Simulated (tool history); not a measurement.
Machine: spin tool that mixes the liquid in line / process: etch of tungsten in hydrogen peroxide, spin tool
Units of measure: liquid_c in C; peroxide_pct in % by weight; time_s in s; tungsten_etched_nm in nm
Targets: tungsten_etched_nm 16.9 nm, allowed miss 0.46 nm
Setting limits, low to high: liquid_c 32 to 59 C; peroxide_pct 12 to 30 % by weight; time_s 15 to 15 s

run	day	liquid_c	peroxide_pct	time_s	tungsten_etched_nm
1	0	43	22	15	10.523
2	0.342	37.5	22	15	7.3298
3	0.612	37.5	20	15	7.0015
4	0.7	37.5	17	15	6.4598
5	0.875	37.5	13	15	5.6241
6	1.125	40	13	15	6.6148
7	1.317	42	13	15	7.5508
# day 1.662: heated supply line repaired
8	1.662	43.5	13	15	9.5663
9	1.767	51	13	15	15.227

Consider the 4 candidate settings below. Which is the only one whose results all fall within their allowed miss of target?
A	1.871	45.5	18	15	?
B	1.871	50.5	12.5	15	?
C	1.871	49.5	12	15	?
D	1.871	53.5	12	15	?

move	tungsten_etched_nm
A	12.669
B	14.386
C	13.26
D	16.894
A: misses by more than the last run did
B: misses by more than the last run did
C: misses by more than the last run did
D: meets every target
D is the move that brings every result within its allowed miss.
